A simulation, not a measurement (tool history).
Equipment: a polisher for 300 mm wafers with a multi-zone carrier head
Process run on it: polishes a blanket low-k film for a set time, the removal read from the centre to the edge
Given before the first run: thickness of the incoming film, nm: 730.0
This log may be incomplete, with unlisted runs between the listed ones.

| run | hour | flow of slurry (ml/min) | pressure of the head's centre zone | pressure of the head's middle zone | pressure of the head's edge zone | abrasive content of the slurry | polishing time (s) | film removed at the wafer's centre (angstrom) | film removed at mid-radius (angstrom) | film removed at the wafer's edge (angstrom) |
|---|---|---|---|---|---|---|---|---|---|---|
| 1 | 0.0 | 315 | 1.00 | 1.00 | 1.00 | 1.00 | 50 | 217.21 | 214.76 | 214.07 |
| 2 | 8.2 | 265 | 1.00 | 1.00 | 1.00 | 1.00 | 50 | 207.69 | 212.18 | 205.84 |
| 3 | 8.9 | 265 | 1.00 | 1.00 | 1.00 | 1.15 | 50 | 220.61 | 222.07 | 221.87 |
| 4 | 13.6 | 260 | 0.98 | 0.96 | 1.00 | 1.00 | 49 | 199.48 | 200.02 | 199.78 |
| 5 | 22.4 | 260 | 0.98 | 0.96 | 1.00 | 1.00 | 62 | 250.36 | 250.82 | 252.90 |
| 6 | 23.6 | 260 | 0.98 | 0.96 | 1.00 | 1.00 | 50 | 208.21 | 202.53 | 205.97 |
| 7 | 28.0 | 250 | 0.94 | 0.94 | 1.01 | 0.90 | 50 | 181.65 | 189.65 | 193.78 |

What does the tool deliver on the next run?
| 8 | 33.6 | 250 | 0.93 | 0.91 | 1.00 | 0.85 | 50 | ? | ? | ? |

For run 8 the tool returned film removed at the wafer's centre (angstrom) 176.57, film removed at mid-radius (angstrom) 176.24, film removed at the wafer's edge (angstrom) 189.19.
